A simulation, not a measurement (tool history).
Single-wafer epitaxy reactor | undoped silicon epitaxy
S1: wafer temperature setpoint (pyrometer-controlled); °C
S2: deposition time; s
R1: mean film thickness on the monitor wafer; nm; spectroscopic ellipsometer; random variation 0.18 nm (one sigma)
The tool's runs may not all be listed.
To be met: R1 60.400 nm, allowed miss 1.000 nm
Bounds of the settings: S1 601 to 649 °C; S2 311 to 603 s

{"run": 1, "day": 0.0, "S1": 625, "S2": 457, "R1": 39.002}
{"run": 2, "day": 0.138, "S1": 629, "S2": 457, "R1": 43.047}
{"run": 3, "day": 0.446, "S1": 633, "S2": 457, "R1": 47.008}
{"run": 4, "day": 0.767, "S1": 635, "S2": 457, "R1": 48.831}
{"run": 5, "day": 0.888, "S1": 637, "S2": 457, "R1": 51.23}
{"run": 6, "day": 1.188, "S1": 637, "S2": 406, "R1": 45.627}
{"run": 7, "day": 1.454, "S1": 640, "S2": 407, "R1": 48.889}
{"run": 8, "day": 1.512, "S1": 642, "S2": 408, "R1": 51.514}
{"run": 9, "day": 1.875, "S1": 644, "S2": 408, "R1": 53.576}
{"run": 10, "day": 2.212, "S1": 645, "S2": 409, "R1": 55.071}
{"day": 2.396, "done": "pyrometer calibrated"}
{"run": 11, "day": 2.396, "S1": 646, "S2": 409, "R1": 63.464}
{"run": 12, "day": 2.479, "S1": 645, "S2": 409, "R1": 61.861}

4 next moves are on the table. One of them brings every result within its allowed miss. Which?
{"run": "A", "day": 2.562, "S1": 644, "S2": 431, "R1": "?"}
{"run": "B", "day": 2.562, "S1": 649, "S2": 385, "R1": "?"}
{"run": "C", "day": 2.562, "S1": 639, "S2": 452, "R1": "?"}
{"run": "D", "day": 2.562, "S1": 647, "S2": 402, "R1": "?"}

move=A R1=63.738
move=B R1=63.519
move=C R1=59.843
move=D R1=63.493
A: further off than the last run
B: further off than the last run
C: meets every target
D: further off than the last run
The right move is C.
